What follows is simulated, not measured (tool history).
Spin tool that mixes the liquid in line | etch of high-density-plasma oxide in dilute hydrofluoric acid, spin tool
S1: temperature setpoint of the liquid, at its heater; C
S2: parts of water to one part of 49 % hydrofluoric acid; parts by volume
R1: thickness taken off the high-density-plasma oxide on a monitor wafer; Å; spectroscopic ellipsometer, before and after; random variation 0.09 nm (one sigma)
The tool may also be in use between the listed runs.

Run 1, hour 0.0: S1 26.0 C, S2 210 parts by volume, time under the liquid (s) 285. Result: R1 74.401 Å.
Run 2, hour 1.0: S1 26.0 C, S2 275 parts by volume, time under the liquid (s) 285. Result: R1 53.227 Å.
Run 3, hour 3.2: S1 26.0 C, S2 225 parts by volume, time under the liquid (s) 285. Result: R1 68.709 Å.
Run 4, hour 7.0: S1 27.0 C, S2 210 parts by volume, time under the liquid (s) 285. Result: R1 77.258 Å.
Run 5, hour 11.3: S1 27.0 C, S2 175 parts by volume, time under the liquid (s) 285. Result: R1 97.091 Å.
Run 6, hour 12.2: S1 27.0 C, S2 125 parts by volume, time under the liquid (s) 285. Result: R1 143.230 Å.
Run 7, hour 19.6: S1 27.5 C, S2 125 parts by volume, time under the liquid (s) 285. Result: R1 147.470 Å.

Forecast run 8:
Run 8, hour 24.2: S1 28.0 C, S2 125 parts by volume, time under the liquid (s) 285. Result: R1 ?.

Run 8 gave R1 149.600 Å.

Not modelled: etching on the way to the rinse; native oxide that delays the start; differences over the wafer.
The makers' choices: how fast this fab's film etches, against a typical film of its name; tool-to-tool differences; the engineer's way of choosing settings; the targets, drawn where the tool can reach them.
